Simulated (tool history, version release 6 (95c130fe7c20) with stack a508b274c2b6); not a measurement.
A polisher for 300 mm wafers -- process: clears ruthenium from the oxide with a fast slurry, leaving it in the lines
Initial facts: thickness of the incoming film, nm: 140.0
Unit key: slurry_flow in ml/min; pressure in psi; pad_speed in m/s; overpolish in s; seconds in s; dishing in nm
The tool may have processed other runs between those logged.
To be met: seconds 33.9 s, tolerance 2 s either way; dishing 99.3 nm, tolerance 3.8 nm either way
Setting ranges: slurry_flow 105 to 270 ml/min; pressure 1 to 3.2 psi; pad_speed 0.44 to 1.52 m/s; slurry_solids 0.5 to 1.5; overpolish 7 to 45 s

Run 1, hour 0: slurry_flow 175 ml/min, pressure 2.1 psi, pad_speed 0.98 m/s, slurry_solids 1, overpolish 23 s. Result: seconds 44.771 s, dishing 54.223 nm.
Run 2, hour 8.7: slurry_flow 175 ml/min, pressure 2.1 psi, pad_speed 0.82 m/s, slurry_solids 1, overpolish 23 s. Result: seconds 52.17 s, dishing 45.39 nm.
Run 3, hour 9.3: slurry_flow 190 ml/min, pressure 2.1 psi, pad_speed 0.82 m/s, slurry_solids 1, overpolish 23 s. Result: seconds 53.341 s, dishing 45.967 nm.
Run 4, hour 10: slurry_flow 190 ml/min, pressure 2.1 psi, pad_speed 0.82 m/s, slurry_solids 0.8, overpolish 23 s. Result: seconds 56.659 s, dishing 42.638 nm.
Run 5, hour 11.4: slurry_flow 190 ml/min, pressure 2.2 psi, pad_speed 0.86 m/s, slurry_solids 0.8, overpolish 24 s. Result: seconds 52.439 s, dishing 47.984 nm.
Run 6, hour 14.2: slurry_flow 190 ml/min, pressure 2.3 psi, pad_speed 0.88 m/s, slurry_solids 0.8, overpolish 25 s. Result: seconds 48.414 s, dishing 51.357 nm.
Run 7, hour 20.5: slurry_flow 190 ml/min, pressure 2.3 psi, pad_speed 0.92 m/s, slurry_solids 0.8, overpolish 26 s. Result: seconds 48.767 s, dishing 56.886 nm.
Run 8, hour 24.4: slurry_flow 190 ml/min, pressure 2.4 psi, pad_speed 0.94 m/s, slurry_solids 0.8, overpolish 27 s. Result: seconds 45.483 s, dishing 58.831 nm.
Run 9, hour 29.9: slurry_flow 185 ml/min, pressure 2.6 psi, pad_speed 1.14 m/s, slurry_solids 0.9, overpolish 38 s. Result: seconds 32.844 s, dishing 96.515 nm.

Which single option among these 5 for the next run brings every result within its allowed miss of target? Just one does.
Run A, hour 35.4: slurry_flow 210 ml/min, pressure 2.6 psi, pad_speed 1.3 m/s, slurry_solids 1, overpolish 28 s. Result: seconds ?, dishing ?.
Run B, hour 35.4: slurry_flow 195 ml/min, pressure 2.7 psi, pad_speed 1.1 m/s, slurry_solids 1, overpolish 33 s. Result: seconds ?, dishing ?.
Run C, hour 35.4: slurry_flow 185 ml/min, pressure 3.1 psi, pad_speed 1 m/s, slurry_solids 0.9, overpolish 35 s. Result: seconds ?, dishing ?.
Run D, hour 35.4: slurry_flow 195 ml/min, pressure 2.6 psi, pad_speed 1.14 m/s, slurry_solids 1.05, overpolish 34 s. Result: seconds ?, dishing ?.
Run E, hour 35.4: slurry_flow 270 ml/min, pressure 3 psi, pad_speed 1.04 m/s, slurry_solids 0.75, overpolish 41 s. Result: seconds ?, dishing ?.

move  seconds  dishing
   A   27.601   87.345
   B   31.779   88.762
   C   32.754    90.51
   D   31.042   92.033
   E   33.319   99.317
A: lands further from the targets than the last run did
B: lands further from the targets than the last run did
C: lands further from the targets than the last run did
D: lands further from the targets than the last run did
E: hits every target within its allowed miss
Go with E: it meets all targets.
